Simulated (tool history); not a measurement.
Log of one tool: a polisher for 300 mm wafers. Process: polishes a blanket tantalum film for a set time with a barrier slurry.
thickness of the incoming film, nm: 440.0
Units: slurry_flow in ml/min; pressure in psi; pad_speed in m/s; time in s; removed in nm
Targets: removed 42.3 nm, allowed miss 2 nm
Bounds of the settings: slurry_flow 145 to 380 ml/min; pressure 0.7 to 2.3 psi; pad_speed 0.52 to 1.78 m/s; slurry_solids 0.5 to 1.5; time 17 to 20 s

run	hour	slurry_flow	pressure	pad_speed	slurry_solids	time	removed
1	0	245	1.5	1.14	1	20	23.549
2	3.1	245	1.8	1.14	1	20	28.607
3	7.3	245	1.9	1.16	1	20	30.168
4	12	245	1.9	1.16	1.15	20	30.925
5	13.5	285	1.9	1.16	1.15	20	31.55
6	14.9	285	2.1	1.16	1.15	20	33.662
7	20.7	285	2.2	1.2	1.15	20	37.201
8	29.3	285	2.2	1.22	1.15	20	37.78
9	38.1	285	2.2	1.24	1.15	20	38.807
10	44.6	285	2.2	1.26	1.15	20	39.325

4 next moves are on the table. One of them brings every result within its allowed miss. Which?
A	51.1	255	2.3	1.32	1.15	20	?
B	51.1	255	2.3	1.44	1.15	20	?
C	51.1	245	2.3	1.36	1.5	20	?
D	51.1	265	2.3	1.14	1.15	20	?

move	removed
A	42.936
B	46.738
C	46.353
D	37.389
A: meets every target
B: takes the result that was furthest off past its target
C: takes the result that was furthest off past its target
D: further off than the last run
The right move is A.
